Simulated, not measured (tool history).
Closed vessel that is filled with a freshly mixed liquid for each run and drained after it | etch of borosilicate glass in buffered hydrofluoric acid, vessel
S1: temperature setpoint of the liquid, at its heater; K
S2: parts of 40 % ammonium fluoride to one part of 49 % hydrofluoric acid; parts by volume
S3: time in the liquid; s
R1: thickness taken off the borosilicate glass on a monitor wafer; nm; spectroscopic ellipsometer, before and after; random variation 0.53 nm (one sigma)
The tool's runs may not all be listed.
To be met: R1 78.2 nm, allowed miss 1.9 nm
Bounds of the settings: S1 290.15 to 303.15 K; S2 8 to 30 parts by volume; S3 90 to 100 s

| run | hour | S1 | S2 | S3 | R1 |
|---|---|---|---|---|---|
| 1 | 0 | 295.15 | 21.5 | 90 | 45.219 |
| 2 | 6.2 | 296.65 | 21 | 90 | 50.738 |
| 3 | 11.2 | 296.65 | 21 | 100 | 55.651 |
| 4 | 12.5 | 297.65 | 21 | 100 | 58.804 |
| 5 | 18.1 | 294.65 | 21 | 100 | 49.441 |
| 6 | 26.7 | 294.65 | 21 | 90 | 44.999 |
| 7 | 31.8 | 296.15 | 20.5 | 90 | 49.47 |
| 8 | 35.6 | 297.15 | 20 | 90 | 53.134 |
| 9 | 43.9 | 301.15 | 17.5 | 90 | 74.533 |

Which of these 4 next moves meets every target?
| A | 52.2 | 301.65 | 18.5 | 90 | ? |
| B | 52.2 | 301.15 | 16 | 90 | ? |
| C | 52.2 | 302.65 | 19.5 | 90 | ? |
| D | 52.2 | 302.65 | 18 | 90 | ? |

| move | R1 |
|---|---|
| A | 72.652 |
| B | 81.693 |
| C | 72.671 |
| D | 78.651 |
A: further off than the last run
B: takes the result that was furthest off past its target
C: further off than the last run
D: meets every target
The right move is D.
